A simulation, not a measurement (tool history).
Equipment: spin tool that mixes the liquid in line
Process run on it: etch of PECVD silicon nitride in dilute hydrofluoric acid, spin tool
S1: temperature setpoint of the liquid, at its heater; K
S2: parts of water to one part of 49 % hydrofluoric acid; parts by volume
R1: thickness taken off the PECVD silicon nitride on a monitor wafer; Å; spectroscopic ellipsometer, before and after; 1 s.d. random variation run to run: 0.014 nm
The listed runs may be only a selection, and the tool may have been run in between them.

Run 1, hour 0.0: S1 296.15 K, S2 175 parts by volume, time under the liquid (s) 40. Result: R1 10.1240 Å.
Run 2, hour 8.1: S1 294.65 K, S2 175 parts by volume, time under the liquid (s) 40. Result: R1 9.2986 Å.
Run 3, hour 12.8: S1 297.15 K, S2 175 parts by volume, time under the liquid (s) 40. Result: R1 10.8610 Å.
Run 4, hour 16.4: S1 300.65 K, S2 175 parts by volume, time under the liquid (s) 40. Result: R1 13.6210 Å.
Run 5, hour 22.3: S1 301.65 K, S2 170 parts by volume, time under the liquid (s) 40. Result: R1 15.0630 Å.
Run 6, hour 23.6: S1 302.65 K, S2 170 parts by volume, time under the liquid (s) 40. Result: R1 15.9420 Å.
Run 7, hour 27.3: S1 303.15 K, S2 170 parts by volume, time under the liquid (s) 40. Result: R1 16.1180 Å.

Run 8 comes next. What will it give?
Run 8, hour 34.6: S1 303.65 K, S2 165 parts by volume, time under the liquid (s) 40. Result: R1 ?.

Logged for run 8: R1 17.4530 Å.

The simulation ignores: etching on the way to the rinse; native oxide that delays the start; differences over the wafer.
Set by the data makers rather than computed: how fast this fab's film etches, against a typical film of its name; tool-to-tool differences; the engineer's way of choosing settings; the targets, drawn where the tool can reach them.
